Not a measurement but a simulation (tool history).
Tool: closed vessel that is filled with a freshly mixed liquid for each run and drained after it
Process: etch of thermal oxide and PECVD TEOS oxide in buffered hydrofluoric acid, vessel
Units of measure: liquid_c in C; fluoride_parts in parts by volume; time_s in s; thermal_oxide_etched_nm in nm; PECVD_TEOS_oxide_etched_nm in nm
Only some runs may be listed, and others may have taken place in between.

run    day  liquid_c  fluoride_parts  time_s  thermal_oxide_etched_nm  PECVD_TEOS_oxide_etched_nm
  1  0.000      23.0            17.0      95                   61.659                      175.79
  2  0.162      25.0            17.0      95                   68.713                      202.82
  3  0.479      26.0            16.5      95                   73.787                      216.80
  4  0.533      28.0            16.5      95                   81.658                      243.63
  5  0.662      28.0            16.5     130                  112.620                      327.63
  6  0.950      27.5            16.5     130                  109.390                      323.50

The next listed run, before its measurement:
  7  1.279      27.0            16.5     130                        ?                           ?

thermal_oxide_etched_nm: 106.880 nm
PECVD_TEOS_oxide_etched_nm: 307.87 nm

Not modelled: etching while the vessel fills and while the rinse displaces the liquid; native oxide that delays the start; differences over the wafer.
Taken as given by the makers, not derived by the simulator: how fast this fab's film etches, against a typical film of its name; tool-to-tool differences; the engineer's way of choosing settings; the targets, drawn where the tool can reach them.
